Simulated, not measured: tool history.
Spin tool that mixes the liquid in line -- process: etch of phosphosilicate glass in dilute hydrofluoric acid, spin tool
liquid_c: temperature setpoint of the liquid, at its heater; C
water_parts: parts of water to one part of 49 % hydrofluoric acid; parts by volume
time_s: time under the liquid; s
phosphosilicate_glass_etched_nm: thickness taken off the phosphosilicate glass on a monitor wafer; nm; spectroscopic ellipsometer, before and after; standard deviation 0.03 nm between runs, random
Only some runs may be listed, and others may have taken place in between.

run,hour,liquid_c,water_parts,time_s,phosphosilicate_glass_etched_nm
1,0,25,230,15,6.1062
2,7.4,25,265,15,5.086
3,10.5,25,265,15,5.0782
4,13.6,23.5,265,15,4.8469
5,21.6,23.5,265,15,4.8118
6,25.2,23.5,265,15,4.7742
7,29,23.5,265,15,4.8146
8,33.9,22,275,15,4.4058

Estimate the outcome of run 9 from the log above:
9,35.7,21,285,15,?

Run 9 yielded phosphosilicate_glass_etched_nm 3.9642 nm.
